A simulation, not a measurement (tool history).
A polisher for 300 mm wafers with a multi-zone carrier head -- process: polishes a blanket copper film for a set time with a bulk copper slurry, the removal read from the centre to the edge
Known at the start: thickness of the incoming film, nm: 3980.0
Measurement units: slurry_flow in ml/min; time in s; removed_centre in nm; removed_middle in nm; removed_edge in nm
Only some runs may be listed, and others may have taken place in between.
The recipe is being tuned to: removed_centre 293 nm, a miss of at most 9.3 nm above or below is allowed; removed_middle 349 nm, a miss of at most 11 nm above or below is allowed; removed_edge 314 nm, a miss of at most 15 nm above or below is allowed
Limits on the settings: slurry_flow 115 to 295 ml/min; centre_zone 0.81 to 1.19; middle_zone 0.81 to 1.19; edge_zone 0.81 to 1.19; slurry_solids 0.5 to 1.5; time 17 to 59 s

run	day	slurry_flow	centre_zone	middle_zone	edge_zone	slurry_solids	time	removed_centre	removed_middle	removed_edge
1	0	190	1	1	1	1	38	453.79	447.83	463.2
2	0.254	190	1	1	1	1	31	371.42	367.55	373.71
3	0.358	210	1	1	1	1	31	377.96	373.96	373.93
4	0.4	210	1	1	1	1	25	302.26	300.05	311.08
5	0.704	210	1	1	1	0.8	25	294.16	288.13	290.34
6	0.933	210	1	1.08	1	0.8	25	294.88	307.18	290.04
7	1.221	215	0.99	1.1	1.01	0.85	25	291.39	314.72	297.08
8	1.542	215	0.99	1.12	1.01	0.9	25	295.04	324.14	294.55
9	1.729	235	0.93	1.16	1.1	1	26	305.13	354.22	332.74
10	2.071	230	0.93	1.16	1.09	1	26	303.95	363.76	339.78

Below are 5 possible settings for the next run. Only one of them brings all results inside the allowed miss of their targets. Which is it?
A	2.412	240	0.93	1.18	1.06	1	25	?	?	?
B	2.412	230	1	1.18	1.05	0.95	26	?	?	?
C	2.412	225	0.93	1.01	1.1	0.85	29	?	?	?
D	2.412	200	0.93	1.19	0.84	1.4	26	?	?	?
E	2.412	180	0.87	1.15	1.19	0.95	29	?	?	?

move	removed_centre	removed_middle	removed_edge
A	296.67	348.93	314.25
B	322.18	357.99	321.38
C	332.07	342.57	360.56
D	319.19	379.21	305.52
E	311.05	378.47	373.37
A: every result lands within tolerance
B: brings the last run's worst result on target, with another outside its allowed miss
C: the biggest miss grows against the last run
D: brings the last run's worst result on target, with another outside its allowed miss
E: the biggest miss grows against the last run
A meets every target.
